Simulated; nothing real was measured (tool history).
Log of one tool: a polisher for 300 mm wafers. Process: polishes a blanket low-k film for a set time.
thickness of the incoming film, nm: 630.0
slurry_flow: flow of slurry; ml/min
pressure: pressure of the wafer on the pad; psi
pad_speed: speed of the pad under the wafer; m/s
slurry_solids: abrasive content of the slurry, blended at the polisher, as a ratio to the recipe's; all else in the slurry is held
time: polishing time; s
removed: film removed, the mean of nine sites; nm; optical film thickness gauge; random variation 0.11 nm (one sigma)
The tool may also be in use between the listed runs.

run	hour	slurry_flow	pressure	pad_speed	slurry_solids	time	removed
1	0.0	155	1.4	0.84	1.0	36	10.652
2	4.8	155	1.6	0.84	1.0	36	12.161
3	5.9	165	1.6	0.84	1.0	36	12.466
4	10.3	165	1.6	0.84	1.0	32	11.078
# hour 15.0: head pressure recalibrated
5	15.0	165	1.7	0.84	1.0	32	11.068
6	18.4	165	1.7	0.74	1.0	32	10.044

The next listed run, before its measurement:
7	26.9	165	1.8	0.76	1.0	32	?

Run 7 gave removed 10.902 nm.

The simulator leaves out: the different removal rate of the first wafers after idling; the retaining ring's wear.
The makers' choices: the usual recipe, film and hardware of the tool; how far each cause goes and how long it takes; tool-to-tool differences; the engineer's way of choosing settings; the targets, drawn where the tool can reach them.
